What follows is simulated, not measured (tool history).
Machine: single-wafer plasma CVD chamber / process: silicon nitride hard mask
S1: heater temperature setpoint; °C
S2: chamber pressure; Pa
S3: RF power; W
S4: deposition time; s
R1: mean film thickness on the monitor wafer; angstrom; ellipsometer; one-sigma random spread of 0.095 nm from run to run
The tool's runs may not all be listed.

run  hour   S1   S2   S3    S4      R1
  1     0  395  185  230  20.3  190.06
  2   0.8  395  185  205  20.3  174.73
  3     8  395  192  210  20.3  178.56
  4  15.8  395  192  190  20.3  164.72
  5  22.4  404  192  190  20.3  162.02
  6  24.9  403  200  200  20.3  172.99
  7  26.7  403  207  205  20.3  178.08
  8  27.7  403  213  210  20.3  182.22
  9    35  403  219  215  20.3  188.01
 10  42.1  403  224  220  20.3  194.03
 11  50.3  403  228  225  20.3  195.24
 12  56.6  403  231  230  20.3  201.73

Run 13 has not been measured yet. What should we expect?
 13  62.7  403  233  235  20.3   ?

Run 13 yielded R1 206.64 angstrom.
